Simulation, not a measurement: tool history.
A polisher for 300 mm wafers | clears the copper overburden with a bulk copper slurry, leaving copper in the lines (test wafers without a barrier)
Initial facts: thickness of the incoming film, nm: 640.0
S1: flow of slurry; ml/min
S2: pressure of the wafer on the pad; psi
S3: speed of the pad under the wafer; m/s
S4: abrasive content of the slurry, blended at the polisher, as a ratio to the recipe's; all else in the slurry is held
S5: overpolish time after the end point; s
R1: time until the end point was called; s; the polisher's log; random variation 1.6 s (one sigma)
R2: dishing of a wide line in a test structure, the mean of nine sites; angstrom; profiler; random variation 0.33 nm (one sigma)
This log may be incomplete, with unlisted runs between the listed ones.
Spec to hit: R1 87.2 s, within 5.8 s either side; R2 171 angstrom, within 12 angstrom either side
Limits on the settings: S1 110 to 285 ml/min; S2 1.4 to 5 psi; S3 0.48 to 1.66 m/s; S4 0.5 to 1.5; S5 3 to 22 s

| run | hour | S1 | S2 | S3 | S4 | S5 | R1 | R2 |
|---|---|---|---|---|---|---|---|---|
| 1 | 0 | 180 | 3.2 | 1.06 | 1 | 11 | 54.317 | 724.76 |
| 2 | 2.8 | 180 | 3.2 | 1.06 | 1.15 | 11 | 52.924 | 734.01 |
| 3 | 7.5 | 205 | 3.2 | 1.06 | 1.15 | 11 | 51.581 | 779.3 |
| 4 | 10.5 | 205 | 3.2 | 0.96 | 1.15 | 11 | 53.955 | 690.14 |
| 5 | 14.5 | 205 | 3.2 | 0.96 | 1.35 | 11 | 51.924 | 751.75 |
| 6 | 15.2 | 205 | 3.2 | 1.16 | 1.35 | 11 | 47.328 | 778.26 |
| 7 | 20 | 185 | 2.8 | 1.08 | 1.4 | 9 | 53.566 | 627.09 |
| 8 | 21.1 | 170 | 2.5 | 0.96 | 1.4 | 8 | 64.139 | 510.36 |
| 9 | 29.3 | 120 | 1.6 | 0.66 | 1.5 | 3 | 122.41 | 127.34 |
| 10 | 30.6 | 120 | 1.8 | 0.68 | 1.5 | 3 | 108.88 | 135.49 |
| 11 | 31.9 | 125 | 1.9 | 0.68 | 1.5 | 3 | 103.4 | 145.21 |
| 12 | 40.2 | 125 | 1.9 | 0.68 | 1.5 | 3 | 107.15 | 144.94 |
| 13 | 46.7 | 125 | 2 | 0.68 | 1.5 | 3 | 100.39 | 147.9 |
| 14 | 51.1 | 125 | 2.4 | 0.7 | 1.5 | 4 | 82.377 | 223.52 |
| 15 | 56.4 | 120 | 2.3 | 0.72 | 1.5 | 4 | 86.061 | 218.42 |

Which one of the following 4 next-run settings gets every result inside its allowed miss? There is exactly one.
| A | 61.7 | 115 | 2.7 | 0.8 | 1.2 | 3 | ? | ? |
| B | 61.7 | 135 | 1.8 | 0.82 | 1.5 | 4 | ? | ? |
| C | 61.7 | 110 | 2 | 0.82 | 1.5 | 6 | ? | ? |
| D | 61.7 | 135 | 2 | 0.9 | 1.35 | 3 | ? | ? |

| move | R1 | R2 |
|---|---|---|
| A | 75.623 | 190.35 |
| B | 95.96 | 197.38 |
| C | 91.257 | 294.87 |
| D | 85.304 | 169.55 |
A: an improvement on the last run, though not all results are within tolerance
B: an improvement on the last run, though not all results are within tolerance
C: its largest miss is bigger than the last run's
D: hits every target within its allowed miss
Correct choice: D, which meets every target
